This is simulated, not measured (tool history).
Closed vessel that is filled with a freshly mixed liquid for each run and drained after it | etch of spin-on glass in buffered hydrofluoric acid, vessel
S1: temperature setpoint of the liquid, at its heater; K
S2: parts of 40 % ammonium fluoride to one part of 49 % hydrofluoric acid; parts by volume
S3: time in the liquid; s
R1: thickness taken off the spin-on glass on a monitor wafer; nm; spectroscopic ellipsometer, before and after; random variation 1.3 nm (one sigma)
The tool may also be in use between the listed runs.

run,hour,S1,S2,S3,R1
1,0,295.15,7,90,358.27
2,3.7,294.15,7,90,339.21
3,10.4,291.15,7,90,286.3
4,17.7,290.15,7,90,268.86
5,20.1,292.15,7,90,303.71
6,23.1,291.65,7,90,292.51

Run 7 comes next. What will it give?
7,27.6,291.15,7,90,?

R1: 287.39 nm
